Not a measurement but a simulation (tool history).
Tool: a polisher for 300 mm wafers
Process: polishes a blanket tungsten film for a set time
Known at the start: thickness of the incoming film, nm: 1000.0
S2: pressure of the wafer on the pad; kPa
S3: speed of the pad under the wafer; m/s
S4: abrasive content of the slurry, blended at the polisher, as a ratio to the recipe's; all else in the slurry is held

Run 1, hour 0.0: flow of slurry (ml/min) 190, S2 22.8 kPa, S3 1.00 m/s, S4 1.0, polishing time (s) 61. Result: film removed (nm) 246.87.
Run 2, hour 7.3: flow of slurry (ml/min) 190, S2 22.8 kPa, S3 1.00 m/s, S4 1.0, polishing time (s) 56. Result: film removed (nm) 230.41.
Run 3, hour 14.4: flow of slurry (ml/min) 190, S2 18.6 kPa, S3 1.00 m/s, S4 1.0, polishing time (s) 56. Result: film removed (nm) 192.30.
Run 4, hour 22.1: flow of slurry (ml/min) 235, S2 18.6 kPa, S3 1.00 m/s, S4 1.0, polishing time (s) 56. Result: film removed (nm) 196.40.
Run 5, hour 27.3: flow of slurry (ml/min) 235, S2 16.5 kPa, S3 0.92 m/s, S4 1.0, polishing time (s) 56. Result: film removed (nm) 166.11.
Run 6, hour 28.5: flow of slurry (ml/min) 235, S2 14.5 kPa, S3 0.86 m/s, S4 1.0, polishing time (s) 56. Result: film removed (nm) 134.92.
Run 7, hour 36.4: flow of slurry (ml/min) 235, S2 13.1 kPa, S3 0.84 m/s, S4 1.0, polishing time (s) 56. Result: film removed (nm) 122.35.

Forecast run 8:
Run 8, hour 42.4: flow of slurry (ml/min) 235, S2 12.4 kPa, S3 0.84 m/s, S4 1.0, polishing time (s) 56. Result: film removed (nm) ?.

Run 8 gave film removed (nm) 114.96.

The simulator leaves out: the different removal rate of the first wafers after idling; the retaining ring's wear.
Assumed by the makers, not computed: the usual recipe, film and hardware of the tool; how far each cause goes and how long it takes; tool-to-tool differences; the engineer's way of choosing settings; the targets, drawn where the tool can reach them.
